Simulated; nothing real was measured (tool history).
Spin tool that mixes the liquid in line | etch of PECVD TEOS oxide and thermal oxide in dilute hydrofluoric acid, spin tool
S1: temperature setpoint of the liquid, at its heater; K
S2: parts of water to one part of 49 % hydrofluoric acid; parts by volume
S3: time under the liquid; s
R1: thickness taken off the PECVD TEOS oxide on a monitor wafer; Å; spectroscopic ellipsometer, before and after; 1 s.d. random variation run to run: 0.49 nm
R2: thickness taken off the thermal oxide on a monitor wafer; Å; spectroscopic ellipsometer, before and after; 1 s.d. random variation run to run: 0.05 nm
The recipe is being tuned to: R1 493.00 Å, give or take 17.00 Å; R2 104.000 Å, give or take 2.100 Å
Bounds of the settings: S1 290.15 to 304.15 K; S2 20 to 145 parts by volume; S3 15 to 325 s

| run | hour | S1 | S2 | S3 | R1 | R2 |
|---|---|---|---|---|---|---|
| 1 | 0.0 | 296.15 | 80 | 165 | 438.90 | 90.940 |
| 2 | 2.6 | 296.15 | 80 | 195 | 500.23 | 107.290 |
| 3 | 5.7 | 296.15 | 80 | 145 | 380.17 | 79.259 |
| 4 | 8.6 | 293.65 | 80 | 145 | 344.05 | 72.609 |
| 5 | 16.0 | 295.15 | 80 | 145 | 367.92 | 77.167 |
| 6 | 23.3 | 295.15 | 80 | 115 | 289.71 | 60.828 |
| 7 | 30.0 | 296.65 | 75 | 115 | 333.22 | 68.874 |
| 8 | 36.0 | 297.65 | 70 | 115 | 367.15 | 78.170 |
| 9 | 40.3 | 298.65 | 70 | 115 | 390.71 | 80.831 |
| 10 | 44.9 | 301.15 | 55 | 115 | 561.87 | 116.690 |
| 11 | 45.7 | 300.65 | 55 | 115 | 547.13 | 113.430 |
| 12 | 53.1 | 300.15 | 55 | 115 | 538.94 | 111.700 |

Next run, 4 choices. One meets every target within its allowed miss, the rest don't. Which?
| A | 60.5 | 293.65 | 75 | 205 | ? | ? |
| B | 60.5 | 304.15 | 30 | 45 | ? | ? |
| C | 60.5 | 299.15 | 70 | 145 | ? | ? |
| D | 60.5 | 295.65 | 75 | 185 | ? | ? |

| move | R1 | R2 |
|---|---|---|
| A | 513.31 | 109.610 |
| B | 458.97 | 98.010 |
| C | 489.68 | 104.570 |
| D | 503.05 | 107.420 |
A: moves toward the targets from the last run without getting all of them in spec
B: pushes the last run's worst result past its target
C: each result inside its tolerance
D: moves toward the targets from the last run without getting all of them in spec
The right move is C.

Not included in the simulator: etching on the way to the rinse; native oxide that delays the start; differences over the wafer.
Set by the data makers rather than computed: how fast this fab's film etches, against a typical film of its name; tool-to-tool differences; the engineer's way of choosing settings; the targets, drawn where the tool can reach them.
